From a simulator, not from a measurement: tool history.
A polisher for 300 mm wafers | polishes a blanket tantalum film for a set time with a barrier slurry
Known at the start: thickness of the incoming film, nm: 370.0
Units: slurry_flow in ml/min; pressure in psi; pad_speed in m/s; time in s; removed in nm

{"run": 1, "hour": 0.0, "slurry_flow": 240, "pressure": 2, "pad_speed": 1.16, "slurry_solids": 1, "time": 87, "removed": 142.44}
{"run": 2, "hour": 8.1, "slurry_flow": 240, "pressure": 1.8, "pad_speed": 1.16, "slurry_solids": 1, "time": 87, "removed": 131.75}
{"run": 3, "hour": 10.8, "slurry_flow": 235, "pressure": 1.6, "pad_speed": 1.16, "slurry_solids": 1, "time": 87, "removed": 122.77}
{"run": 4, "hour": 12.5, "slurry_flow": 235, "pressure": 1.5, "pad_speed": 1.14, "slurry_solids": 1, "time": 87, "removed": 117.14}
{"run": 5, "hour": 18.1, "slurry_flow": 235, "pressure": 1.8, "pad_speed": 1.14, "slurry_solids": 1, "time": 87, "removed": 130.24}
{"run": 6, "hour": 19.7, "slurry_flow": 235, "pressure": 1.6, "pad_speed": 1.12, "slurry_solids": 1, "time": 87, "removed": 119.17}
{"run": 7, "hour": 24.9, "slurry_flow": 235, "pressure": 1.5, "pad_speed": 1.1, "slurry_solids": 1, "time": 87, "removed": 113.22}
{"run": 8, "hour": 30.5, "slurry_flow": 235, "pressure": 1.4, "pad_speed": 1.08, "slurry_solids": 1, "time": 87, "removed": 106.97}
{"run": 9, "hour": 34.8, "slurry_flow": 235, "pressure": 1.3, "pad_speed": 1.08, "slurry_solids": 1, "time": 87, "removed": 103.24}
{"run": 10, "hour": 41.7, "slurry_flow": 235, "pressure": 1.2, "pad_speed": 1.08, "slurry_solids": 1, "time": 87, "removed": 97.931}
{"run": 11, "hour": 50.5, "slurry_flow": 235, "pressure": 1.1, "pad_speed": 1.08, "slurry_solids": 1, "time": 87, "removed": 92.924}

Forecast run 12:
{"run": 12, "hour": 56.7, "slurry_flow": 235, "pressure": 1, "pad_speed": 1.08, "slurry_solids": 1, "time": 87, "removed": "?"}

removed: 89.736 nm
